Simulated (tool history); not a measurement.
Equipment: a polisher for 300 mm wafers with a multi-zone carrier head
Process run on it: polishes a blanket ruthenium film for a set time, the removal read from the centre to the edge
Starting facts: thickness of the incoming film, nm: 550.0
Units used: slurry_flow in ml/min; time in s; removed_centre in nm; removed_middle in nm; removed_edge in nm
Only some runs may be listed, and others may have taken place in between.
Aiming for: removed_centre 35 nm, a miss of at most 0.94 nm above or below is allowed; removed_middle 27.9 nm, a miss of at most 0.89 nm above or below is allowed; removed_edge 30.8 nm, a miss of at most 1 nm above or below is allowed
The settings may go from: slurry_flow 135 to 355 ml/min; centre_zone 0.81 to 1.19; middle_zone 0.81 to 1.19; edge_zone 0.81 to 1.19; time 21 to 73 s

run	day	slurry_flow	centre_zone	middle_zone	edge_zone	time	removed_centre	removed_middle	removed_edge
1	0	225	1	1	1	47	44.967	43.652	43.844
2	0.317	220	1.01	0.96	0.97	44	42.026	38.836	39.552
3	0.471	220	1.01	0.96	1.02	44	42.387	39.563	40.945
4	0.592	210	1.01	0.92	0.99	42	40.1	35.908	38.849
# day 0.917: worn pad replaced by a new one
5	0.917	210	1.01	0.92	0.96	42	43.591	40.399	41.824
6	1.204	215	1.04	0.95	1.01	41	44.282	39.909	42.375
7	1.317	250	1.03	0.91	0.98	37	40.037	35.777	38.063
8	1.429	245	1.05	0.88	0.95	33	36.557	30.844	33.306
9	1.588	235	1.05	0.86	0.93	33	36.339	29.829	32.682
10	1.796	225	1.05	0.85	0.92	33	36.135	29.2	33.3
11	2.171	225	1.05	0.85	0.92	33	36.044	29.303	32.448

Which one of the following 4 next-run settings gets every result inside its allowed miss? There is exactly one.
A	2.546	265	0.98	0.85	0.93	33	?	?	?
B	2.546	230	1.08	0.86	0.94	31	?	?	?
C	2.546	190	0.95	0.85	0.96	34	?	?	?
D	2.546	210	1.04	0.81	1	30	?	?	?

move	removed_centre	removed_middle	removed_edge
A	34.582	29.652	33.112
B	35.177	27.649	30.87
C	32.927	29.28	33.542
D	32.331	25.18	30.517
A: the biggest miss grows against the last run
B: all results land within tolerance of their targets
C: the biggest miss grows against the last run
D: brings the result that was furthest off to its target, and leaves another outside
B is the move that brings every result within its allowed miss.
